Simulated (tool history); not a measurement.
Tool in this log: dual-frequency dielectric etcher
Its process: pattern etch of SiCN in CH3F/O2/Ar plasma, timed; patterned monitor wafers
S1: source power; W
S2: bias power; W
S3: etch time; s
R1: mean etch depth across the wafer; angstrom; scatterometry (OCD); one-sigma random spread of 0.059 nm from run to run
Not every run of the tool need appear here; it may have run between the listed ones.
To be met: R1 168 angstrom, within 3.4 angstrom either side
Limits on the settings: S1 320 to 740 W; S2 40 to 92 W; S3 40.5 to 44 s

run	hour	S1	S2	S3	R1
1	0	530	66	44	183.46
2	3.5	500	65	44	175.63
3	11.1	500	65	44	176.22
4	19.5	500	71	44	183.01
5	24.2	500	71	44	182.86
6	32.7	480	71	44	178
# hour 34.1: bias power generator calibrated
7	34.1	470	71	44	178.54
8	36.5	450	71	44	173.46

Of the 4 settings listed for the next run, only one would bring every result within its allowed miss of target. Which one?
A	38.9	500	69	42	?
B	38.9	430	74	41.5	?
C	38.9	500	76	40.5	?
D	38.9	440	79	41	?

move	R1
A	174.74
B	161.43
C	176.09
D	167.01
A: moves away from the targets compared with the last run
B: carries the result that was furthest off beyond its target, to the other side
C: moves away from the targets compared with the last run
D: all results land within tolerance of their targets
D meets every target.
